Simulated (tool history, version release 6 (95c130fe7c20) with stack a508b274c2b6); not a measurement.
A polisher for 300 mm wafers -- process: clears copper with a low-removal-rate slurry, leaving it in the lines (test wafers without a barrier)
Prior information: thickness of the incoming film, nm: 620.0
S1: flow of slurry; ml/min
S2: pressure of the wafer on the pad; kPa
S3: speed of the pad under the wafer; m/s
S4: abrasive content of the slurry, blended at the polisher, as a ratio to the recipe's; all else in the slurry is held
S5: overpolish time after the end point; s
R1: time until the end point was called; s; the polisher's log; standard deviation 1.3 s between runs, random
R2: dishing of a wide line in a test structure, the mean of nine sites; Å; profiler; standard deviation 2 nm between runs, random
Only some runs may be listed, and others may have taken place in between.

run 1 hour=0 | S1=285 S2=24.1 S3=1.3 S4=1 S5=17 | R1=129.56 R2=549.47
run 2 hour=4.1 | S1=285 S2=24.1 S3=1.3 S4=1 S5=10 | R1=129.65 R2=366.28
run 3 hour=7.9 | S1=285 S2=24.8 S3=1.3 S4=1 S5=12 | R1=126.36 R2=437.58
run 4 hour=12.4 | S1=310 S2=24.8 S3=1.3 S4=1 S5=12 | R1=127.47 R2=429.84
run 5 hour=19 | S1=310 S2=22.1 S3=1.3 S4=1 S5=12 | R1=138.42 R2=397.08
run 6 hour=22.1 | S1=310 S2=22.1 S3=1.3 S4=0.85 S5=12 | R1=146.97 R2=401.86
run 7 hour=27.2 | S1=310 S2=24.1 S3=1.3 S4=0.8 S5=14 | R1=138.45 R2=465.72
run 8 hour=35.9 | S1=310 S2=25.5 S3=1.3 S4=0.75 S5=16 | R1=133.49 R2=517.63

Forecast run 9:
run 9 hour=36.7 | S1=310 S2=26.9 S3=1.3 S4=0.75 S5=18 | R1=? R2=?

R1: 128 s
R2: 608.49 Å
